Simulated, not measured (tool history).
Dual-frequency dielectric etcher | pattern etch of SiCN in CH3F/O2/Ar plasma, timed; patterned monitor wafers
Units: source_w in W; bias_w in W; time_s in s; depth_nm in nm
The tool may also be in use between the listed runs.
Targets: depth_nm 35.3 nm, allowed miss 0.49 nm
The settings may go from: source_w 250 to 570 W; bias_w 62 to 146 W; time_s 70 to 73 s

run  hour  source_w  bias_w  time_s  depth_nm
  1     0       410     104      70    30.987
  2   6.7       370     104      70    30.274
  3  13.9       410     107      70    31.232
  4  16.4       410      90      70    29.562
  5  24.7       450      96      70    31.353
  6  31.9       480      98      70    32.005
  7  34.4       500     101      70    32.528
  8  42.6       520     105      70    33.401
  9  49.3       520     105      70    33.315
 10  55.8       530     108      70    33.971
 11  64.6       540     109      70    34.246
 12  69.2       540     109      70     34.18
 13  73.4       550     110      70    34.393

Which of these 5 next moves meets every target?
  A  77.6       570     103      70         ?
  B  77.6       570     102      70         ?
  C  77.6       450     116    71.5         ?
  D  77.6       530      98    71.5         ?
  E  77.6       550     111      72         ?

move  depth_nm
   A    34.165
   B    34.067
   C    33.763
   D    33.649
   E    35.558
A: further off than the last run
B: further off than the last run
C: further off than the last run
D: further off than the last run
E: meets every target
Answer: E
